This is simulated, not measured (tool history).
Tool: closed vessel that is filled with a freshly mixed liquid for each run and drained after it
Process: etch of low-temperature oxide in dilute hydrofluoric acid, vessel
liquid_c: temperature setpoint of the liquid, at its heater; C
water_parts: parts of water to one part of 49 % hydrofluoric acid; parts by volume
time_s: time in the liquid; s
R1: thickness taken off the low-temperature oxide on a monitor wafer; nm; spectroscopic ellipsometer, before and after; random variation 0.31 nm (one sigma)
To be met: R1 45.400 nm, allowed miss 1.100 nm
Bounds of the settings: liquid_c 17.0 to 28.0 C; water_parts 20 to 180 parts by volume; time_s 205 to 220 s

Run 1, hour 0.0: liquid_c 20.0 C, water_parts 100 parts by volume, time_s 205 s. Result: R1 20.889 nm.
Run 2, hour 3.6: liquid_c 22.0 C, water_parts 90 parts by volume, time_s 205 s. Result: R1 25.131 nm.
Run 3, hour 12.1: liquid_c 23.5 C, water_parts 80 parts by volume, time_s 205 s. Result: R1 30.414 nm.
Run 4, hour 18.4: liquid_c 23.5 C, water_parts 50 parts by volume, time_s 205 s. Result: R1 50.450 nm.
Run 5, hour 24.9: liquid_c 23.5 C, water_parts 50 parts by volume, time_s 220 s. Result: R1 54.462 nm.
Run 6, hour 30.6: liquid_c 22.0 C, water_parts 50 parts by volume, time_s 220 s. Result: R1 51.423 nm.
Run 7, hour 36.3: liquid_c 21.0 C, water_parts 50 parts by volume, time_s 220 s. Result: R1 49.173 nm.
Run 8, hour 40.7: liquid_c 20.5 C, water_parts 50 parts by volume, time_s 220 s. Result: R1 48.371 nm.
Run 9, hour 41.9: liquid_c 20.0 C, water_parts 50 parts by volume, time_s 220 s. Result: R1 47.466 nm.
At hour 47.2: hydrofluoric acid flow meter replaced.
Run 10, hour 47.2: liquid_c 19.0 C, water_parts 50 parts by volume, time_s 220 s. Result: R1 41.648 nm.
Run 11, hour 50.6: liquid_c 19.5 C, water_parts 50 parts by volume, time_s 220 s. Result: R1 42.587 nm.
Run 12, hour 57.1: liquid_c 20.0 C, water_parts 50 parts by volume, time_s 220 s. Result: R1 43.658 nm.

5 next moves are on the table. One of them brings every result within its allowed miss. Which?
Run A, hour 63.6: liquid_c 20.0 C, water_parts 50 parts by volume, time_s 215 s. Result: R1 ?.
Run B, hour 63.6: liquid_c 23.5 C, water_parts 55 parts by volume, time_s 220 s. Result: R1 ?.
Run C, hour 63.6: liquid_c 23.0 C, water_parts 55 parts by volume, time_s 205 s. Result: R1 ?.
Run D, hour 63.6: liquid_c 20.0 C, water_parts 50 parts by volume, time_s 210 s. Result: R1 ?.
Run E, hour 63.6: liquid_c 18.5 C, water_parts 45 parts by volume, time_s 210 s. Result: R1 ?.

move      R1
   A  42.689
   B  45.683
   C  41.699
   D  41.696
   E  43.706
A: further off than the last run
B: meets every target
C: further off than the last run
D: further off than the last run
E: as far off as the last run
Answer: B
